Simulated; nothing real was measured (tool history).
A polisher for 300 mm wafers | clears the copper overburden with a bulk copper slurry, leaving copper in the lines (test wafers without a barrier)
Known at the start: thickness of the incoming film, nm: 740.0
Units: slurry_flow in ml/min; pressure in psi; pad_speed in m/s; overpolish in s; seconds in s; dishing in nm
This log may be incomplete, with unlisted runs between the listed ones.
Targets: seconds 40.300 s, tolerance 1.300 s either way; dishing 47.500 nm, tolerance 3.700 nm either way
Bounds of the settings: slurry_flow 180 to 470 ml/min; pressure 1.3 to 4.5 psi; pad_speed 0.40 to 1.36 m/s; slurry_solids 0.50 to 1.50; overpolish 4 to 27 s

| run | hour | slurry_flow | pressure | pad_speed | slurry_solids | overpolish | seconds | dishing |
|---|---|---|---|---|---|---|---|---|
| 1 | 0.0 | 300 | 2.9 | 0.88 | 1.00 | 14 | 81.755 | 41.302 |
| 2 | 6.4 | 300 | 3.4 | 0.92 | 1.00 | 12 | 66.834 | 41.410 |
| 3 | 14.1 | 300 | 3.4 | 0.92 | 1.20 | 12 | 64.682 | 42.283 |
| 4 | 15.7 | 300 | 3.7 | 0.96 | 1.20 | 12 | 57.113 | 44.394 |
| 5 | 17.5 | 300 | 3.9 | 1.00 | 1.20 | 11 | 52.256 | 45.890 |
| 6 | 22.9 | 300 | 4.1 | 1.02 | 1.20 | 10 | 47.843 | 43.814 |
| 7 | 27.8 | 300 | 4.2 | 1.04 | 1.20 | 10 | 46.480 | 43.214 |
| 8 | 30.3 | 300 | 4.3 | 1.06 | 1.20 | 11 | 45.064 | 46.342 |
| 9 | 34.3 | 300 | 4.3 | 1.06 | 1.20 | 11 | 44.510 | 44.626 |
| 10 | 43.4 | 300 | 4.4 | 1.08 | 1.20 | 12 | 42.783 | 49.902 |
| 11 | 47.9 | 300 | 4.4 | 1.08 | 1.20 | 11 | 42.505 | 44.600 |

Below are 5 possible settings for the next run. Only one of them brings all results inside the allowed miss of their targets. Which is it?
| A | 52.4 | 245 | 4.5 | 1.00 | 1.45 | 7 | ? | ? |
| B | 52.4 | 365 | 4.4 | 1.20 | 0.90 | 11 | ? | ? |
| C | 52.4 | 365 | 4.5 | 1.02 | 1.15 | 12 | ? | ? |
| D | 52.4 | 345 | 4.3 | 1.10 | 1.25 | 7 | ? | ? |
| E | 52.4 | 280 | 4.4 | 1.14 | 1.20 | 6 | ? | ? |

| move | seconds | dishing |
|---|---|---|
| A | 43.803 | 39.833 |
| B | 40.086 | 45.994 |
| C | 43.887 | 46.034 |
| D | 42.081 | 40.337 |
| E | 40.564 | 38.598 |
A: further off than the last run
B: all results land within tolerance of their targets
C: further off than the last run
D: further off than the last run
E: meets the target for the result that was furthest off, but another lies outside its allowed miss
Correct choice: B, which meets every target

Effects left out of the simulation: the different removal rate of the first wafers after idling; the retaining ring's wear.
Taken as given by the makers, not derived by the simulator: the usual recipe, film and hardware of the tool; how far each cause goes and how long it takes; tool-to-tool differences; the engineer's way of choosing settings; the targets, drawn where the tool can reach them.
